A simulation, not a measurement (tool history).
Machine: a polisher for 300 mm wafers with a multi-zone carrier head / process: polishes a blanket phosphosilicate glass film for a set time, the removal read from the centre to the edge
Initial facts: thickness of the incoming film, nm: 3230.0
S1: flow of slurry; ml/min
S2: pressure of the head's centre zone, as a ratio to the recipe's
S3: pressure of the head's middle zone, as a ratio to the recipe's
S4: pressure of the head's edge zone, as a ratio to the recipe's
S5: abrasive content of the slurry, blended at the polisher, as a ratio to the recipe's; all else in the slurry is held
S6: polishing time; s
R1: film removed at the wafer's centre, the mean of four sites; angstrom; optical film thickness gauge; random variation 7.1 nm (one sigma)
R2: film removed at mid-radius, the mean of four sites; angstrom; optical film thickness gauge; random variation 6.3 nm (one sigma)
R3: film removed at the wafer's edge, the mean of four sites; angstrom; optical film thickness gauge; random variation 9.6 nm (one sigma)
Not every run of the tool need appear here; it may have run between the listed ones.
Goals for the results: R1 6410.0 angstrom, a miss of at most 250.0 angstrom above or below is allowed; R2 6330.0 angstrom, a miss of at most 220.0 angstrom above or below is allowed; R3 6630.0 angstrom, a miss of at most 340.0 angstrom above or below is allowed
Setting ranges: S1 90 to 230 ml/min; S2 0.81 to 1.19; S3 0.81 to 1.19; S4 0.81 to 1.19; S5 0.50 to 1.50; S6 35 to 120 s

Run 1, hour 0.0: S1 150 ml/min, S2 1.00, S3 1.00, S4 1.00, S5 1.00, S6 77 s. Result: R1 6865.2 angstrom, R2 7255.3 angstrom, R3 7322.8 angstrom.
Run 2, hour 8.4: S1 145 ml/min, S2 1.00, S3 0.99, S4 0.99, S5 1.00, S6 77 s. Result: R1 6665.0 angstrom, R2 7072.5 angstrom, R3 7400.7 angstrom.
Run 3, hour 14.0: S1 145 ml/min, S2 1.00, S3 0.99, S4 0.95, S5 1.00, S6 77 s. Result: R1 6918.6 angstrom, R2 7031.6 angstrom, R3 7296.1 angstrom.
Run 4, hour 21.6: S1 140 ml/min, S2 1.00, S3 0.99, S4 0.94, S5 1.00, S6 77 s. Result: R1 6792.3 angstrom, R2 7004.3 angstrom, R3 7156.9 angstrom.
Run 5, hour 24.7: S1 160 ml/min, S2 1.00, S3 0.99, S4 0.94, S5 1.00, S6 77 s. Result: R1 7071.3 angstrom, R2 7217.2 angstrom, R3 7297.9 angstrom.
At hour 32.9: slurry nozzle cleaned.
Run 6, hour 32.9: S1 160 ml/min, S2 1.00, S3 0.99, S4 0.89, S5 1.00, S6 77 s. Result: R1 7787.2 angstrom, R2 7795.6 angstrom, R3 7547.9 angstrom.
Run 7, hour 36.0: S1 150 ml/min, S2 1.00, S3 0.99, S4 0.89, S5 1.00, S6 77 s. Result: R1 7580.2 angstrom, R2 7656.5 angstrom, R3 7440.6 angstrom.
Run 8, hour 39.5: S1 145 ml/min, S2 1.00, S3 0.98, S4 0.89, S5 0.95, S6 77 s. Result: R1 7253.3 angstrom, R2 7331.3 angstrom, R3 7314.7 angstrom.
Run 9, hour 42.5: S1 140 ml/min, S2 1.01, S3 0.98, S4 0.90, S5 0.90, S6 77 s. Result: R1 7123.8 angstrom, R2 7154.7 angstrom, R3 7027.4 angstrom.
Run 10, hour 46.4: S1 105 ml/min, S2 0.96, S3 0.89, S4 0.89, S5 0.85, S6 77 s. Result: R1 6067.0 angstrom, R2 5954.7 angstrom, R3 6238.0 angstrom.
Run 11, hour 52.4: S1 110 ml/min, S2 0.96, S3 0.89, S4 0.89, S5 0.85, S6 77 s. Result: R1 6158.7 angstrom, R2 6042.7 angstrom, R3 6395.1 angstrom.
Run 12, hour 56.4: S1 110 ml/min, S2 0.96, S3 0.89, S4 0.89, S5 0.85, S6 77 s. Result: R1 6111.0 angstrom, R2 6109.1 angstrom, R3 6605.8 angstrom.

Which one of the following 5 next-run settings gets every result inside its allowed miss? There is exactly one.
Run A, hour 60.4: S1 135 ml/min, S2 0.94, S3 1.08, S4 0.81, S5 0.75, S6 74 s. Result: R1 ?, R2 ?, R3 ?.
Run B, hour 60.4: S1 105 ml/min, S2 0.96, S3 0.81, S4 0.97, S5 0.80, S6 85 s. Result: R1 ?, R2 ?, R3 ?.
Run C, hour 60.4: S1 185 ml/min, S2 0.95, S3 0.90, S4 0.91, S5 0.80, S6 74 s. Result: R1 ?, R2 ?, R3 ?.
Run D, hour 60.4: S1 100 ml/min, S2 0.98, S3 0.83, S4 0.93, S5 1.00, S6 74 s. Result: R1 ?, R2 ?, R3 ?.
Run E, hour 60.4: S1 120 ml/min, S2 1.00, S3 0.94, S4 0.83, S5 0.85, S6 69 s. Result: R1 ?, R2 ?, R3 ?.

move      R1      R2      R3
   A  5699.6  6766.9  5803.5
   B  6454.4  5961.0  7219.9
   C  6381.8  6389.4  6640.4
   D  6354.3  5874.7  6867.4
   E  5883.7  5861.7  5772.8
A: moves away from the targets compared with the last run
B: meets the target for the result that was furthest off, but another lies outside its allowed miss
C: each result inside its tolerance
D: meets the target for the result that was furthest off, but another lies outside its allowed miss
E: moves away from the targets compared with the last run
Answer: C
